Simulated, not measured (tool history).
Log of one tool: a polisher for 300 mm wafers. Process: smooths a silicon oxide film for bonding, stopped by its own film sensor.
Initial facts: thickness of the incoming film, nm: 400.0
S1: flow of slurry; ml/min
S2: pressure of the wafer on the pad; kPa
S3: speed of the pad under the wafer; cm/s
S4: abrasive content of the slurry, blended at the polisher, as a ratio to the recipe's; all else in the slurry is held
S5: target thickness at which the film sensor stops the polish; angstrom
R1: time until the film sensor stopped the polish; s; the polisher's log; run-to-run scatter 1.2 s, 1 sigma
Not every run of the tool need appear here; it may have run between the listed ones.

run,hour,S1,S2,S3,S4,S5,R1
1,0.0,305,17.2,68,1.0,3270,127.80
2,2.8,305,17.2,68,1.0,3230,136.89
3,11.4,305,18.6,68,1.0,3230,125.10
4,16.7,305,19.3,68,1.0,3230,119.00
5,20.3,305,20.0,68,1.0,3230,115.05
6,26.3,335,20.0,68,1.0,3230,114.51
7,28.9,335,20.7,68,1.0,3230,113.04

What does the tool deliver on the next run?
8,36.9,335,21.4,68,1.0,3230,?

{"run 8": {"R1": 107.25}}
